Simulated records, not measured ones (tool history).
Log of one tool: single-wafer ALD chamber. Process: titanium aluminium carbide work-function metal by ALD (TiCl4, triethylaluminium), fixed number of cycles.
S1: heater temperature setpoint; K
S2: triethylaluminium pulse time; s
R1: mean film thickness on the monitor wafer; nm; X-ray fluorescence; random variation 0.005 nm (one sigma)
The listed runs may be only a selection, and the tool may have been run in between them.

run 1 hour=0.0 | S1=558.15 S2=8.33 | R1=1.8878
run 2 hour=5.5 | S1=560.15 S2=8.42 | R1=1.9035
run 3 hour=8.5 | S1=560.15 S2=6.77 | R1=1.8311
run 4 hour=10.3 | S1=560.15 S2=8.42 | R1=1.9034
run 5 hour=14.2 | S1=560.15 S2=10.41 | R1=1.9553
run 6 hour=21.4 | S1=553.15 S2=10.41 | R1=1.8999
run 7 hour=27.4 | S1=554.15 S2=10.51 | R1=1.9105
run 8 hour=30.2 | S1=555.15 S2=10.60 | R1=1.9231
run 9 hour=34.0 | S1=556.15 S2=10.68 | R1=1.9267
run 10 hour=35.2 | S1=557.15 S2=10.78 | R1=1.9303
run 11 hour=43.1 | S1=558.15 S2=10.92 | R1=1.9471

The next listed run, before its measurement:
run 12 hour=45.8 | S1=558.15 S2=10.92 | R1=?

Run 12 produced R1 1.9455 nm.
